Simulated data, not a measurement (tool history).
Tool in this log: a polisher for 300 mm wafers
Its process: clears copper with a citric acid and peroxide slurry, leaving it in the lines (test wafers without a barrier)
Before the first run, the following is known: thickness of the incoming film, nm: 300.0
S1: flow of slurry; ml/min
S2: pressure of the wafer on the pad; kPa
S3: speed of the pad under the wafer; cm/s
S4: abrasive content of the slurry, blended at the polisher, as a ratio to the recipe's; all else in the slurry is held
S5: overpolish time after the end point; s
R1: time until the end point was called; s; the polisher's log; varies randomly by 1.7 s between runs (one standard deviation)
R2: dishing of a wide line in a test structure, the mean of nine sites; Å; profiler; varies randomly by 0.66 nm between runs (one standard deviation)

Run 1, hour 0: S1 235 ml/min, S2 20.7 kPa, S3 120 cm/s, S4 1, S5 26 s. Result: R1 118.4 s, R2 472.59 Å.
Run 2, hour 1.2: S1 235 ml/min, S2 20.7 kPa, S3 132 cm/s, S4 1, S5 26 s. Result: R1 111.31 s, R2 501.43 Å.
Run 3, hour 9.2: S1 240 ml/min, S2 21.4 kPa, S3 134 cm/s, S4 1.05, S5 22 s. Result: R1 108.11 s, R2 475 Å.
Run 4, hour 17: S1 220 ml/min, S2 22.8 kPa, S3 136 cm/s, S4 0.95, S5 19 s. Result: R1 104.46 s, R2 445.89 Å.
Run 5, hour 20.5: S1 220 ml/min, S2 20 kPa, S3 136 cm/s, S4 0.95, S5 19 s. Result: R1 117.58 s, R2 385.78 Å.
Run 6, hour 25.3: S1 220 ml/min, S2 20 kPa, S3 166 cm/s, S4 0.95, S5 19 s. Result: R1 102.38 s, R2 429.28 Å.
Run 7, hour 32: S1 240 ml/min, S2 20 kPa, S3 170 cm/s, S4 0.85, S5 17 s. Result: R1 104.78 s, R2 391.68 Å.

Predict the results of run 8:
Run 8, hour 36.7: S1 265 ml/min, S2 20.7 kPa, S3 174 cm/s, S4 0.85, S5 15 s. Result: R1 ?, R2 ?.

Run 8 measured R1 97.596 s, R2 363.36 Å.
